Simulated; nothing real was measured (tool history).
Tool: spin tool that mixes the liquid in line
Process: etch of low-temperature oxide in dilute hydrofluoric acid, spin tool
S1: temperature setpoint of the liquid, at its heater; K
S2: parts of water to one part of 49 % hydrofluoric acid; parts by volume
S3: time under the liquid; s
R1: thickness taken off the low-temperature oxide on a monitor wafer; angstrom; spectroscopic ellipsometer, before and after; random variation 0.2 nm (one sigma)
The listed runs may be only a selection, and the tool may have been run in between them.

| run | hour | S1 | S2 | S3 | R1 |
|---|---|---|---|---|---|
| 1 | 0 | 295.15 | 235 | 115 | 81.906 |
| 2 | 3 | 295.15 | 270 | 115 | 69.907 |
| 3 | 4.4 | 293.65 | 270 | 115 | 66.313 |
| 4 | 10.4 | 293.65 | 240 | 115 | 76.288 |
| 5 | 16.8 | 296.15 | 195 | 115 | 108.41 |
| 6 | 25.1 | 296.15 | 195 | 125 | 117.98 |
| 7 | 28 | 298.15 | 175 | 125 | 142.16 |
| 8 | 36.2 | 302.15 | 130 | 125 | 241.38 |

Run 9 comes next. What will it give?
| 9 | 39.2 | 301.15 | 130 | 125 | ? |

R1: 225.06 angstrom

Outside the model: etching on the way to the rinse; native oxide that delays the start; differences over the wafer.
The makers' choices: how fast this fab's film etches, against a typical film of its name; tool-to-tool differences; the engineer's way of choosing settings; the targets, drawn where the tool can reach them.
